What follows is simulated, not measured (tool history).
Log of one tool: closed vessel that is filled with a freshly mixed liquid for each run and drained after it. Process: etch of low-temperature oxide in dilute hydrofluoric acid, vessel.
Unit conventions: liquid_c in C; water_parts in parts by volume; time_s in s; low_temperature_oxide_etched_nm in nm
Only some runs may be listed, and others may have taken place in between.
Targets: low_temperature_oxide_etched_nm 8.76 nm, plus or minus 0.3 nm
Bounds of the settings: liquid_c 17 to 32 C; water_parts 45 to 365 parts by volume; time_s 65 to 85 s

run,hour,liquid_c,water_parts,time_s,low_temperature_oxide_etched_nm
1,0,24,205,85,6.5404
2,2.6,26,205,85,6.9923
3,6.3,27.5,205,85,7.4021
4,11.8,28.5,205,85,7.6857
5,20.4,30,205,85,8.0544
6,23.8,30,270,85,5.7041
7,32.3,30.5,250,85,6.4505
8,37.4,30.5,250,85,6.3883
9,44.7,31,235,85,6.9981

Of the 5 settings listed for the next run, only one would bring every result within its allowed miss of target. Which one?
A,52,27.5,180,85,?
B,52,27.5,230,65,?
C,52,31,215,85,?
D,52,30.5,205,85,?
E,52,30,205,85,?

move,low_temperature_oxide_etched_nm
A,8.7087
B,4.9191
C,7.8969
D,8.2434
E,8.1031
A: every result lands within tolerance
B: moves away from the targets compared with the last run
C: moves toward the targets from the last run without getting all of them in spec
D: moves toward the targets from the last run without getting all of them in spec
E: moves toward the targets from the last run without getting all of them in spec
So the answer is move A, the one that meets all the targets.

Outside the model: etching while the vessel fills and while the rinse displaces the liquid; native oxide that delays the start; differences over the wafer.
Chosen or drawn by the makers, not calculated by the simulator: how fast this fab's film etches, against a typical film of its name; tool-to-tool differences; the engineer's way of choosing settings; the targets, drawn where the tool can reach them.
